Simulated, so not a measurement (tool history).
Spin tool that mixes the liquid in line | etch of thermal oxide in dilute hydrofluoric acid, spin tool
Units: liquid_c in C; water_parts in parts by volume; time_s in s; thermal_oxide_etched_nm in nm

run 1 hour=0.0 | liquid_c=25.0 water_parts=175 time_s=265 | thermal_oxide_etched_nm=6.9761
run 2 hour=4.8 | liquid_c=25.0 water_parts=175 time_s=265 | thermal_oxide_etched_nm=7.0614
run 3 hour=10.2 | liquid_c=24.0 water_parts=175 time_s=265 | thermal_oxide_etched_nm=6.8033
run 4 hour=15.6 | liquid_c=26.0 water_parts=175 time_s=265 | thermal_oxide_etched_nm=7.3797
run 5 hour=17.2 | liquid_c=24.5 water_parts=175 time_s=265 | thermal_oxide_etched_nm=6.8844
run 6 hour=21.9 | liquid_c=23.5 water_parts=175 time_s=265 | thermal_oxide_etched_nm=6.7345

The next listed run, before its measurement:
run 7 hour=26.8 | liquid_c=22.5 water_parts=180 time_s=265 | thermal_oxide_etched_nm=?

Run 7 gave thermal_oxide_etched_nm 6.1727 nm.

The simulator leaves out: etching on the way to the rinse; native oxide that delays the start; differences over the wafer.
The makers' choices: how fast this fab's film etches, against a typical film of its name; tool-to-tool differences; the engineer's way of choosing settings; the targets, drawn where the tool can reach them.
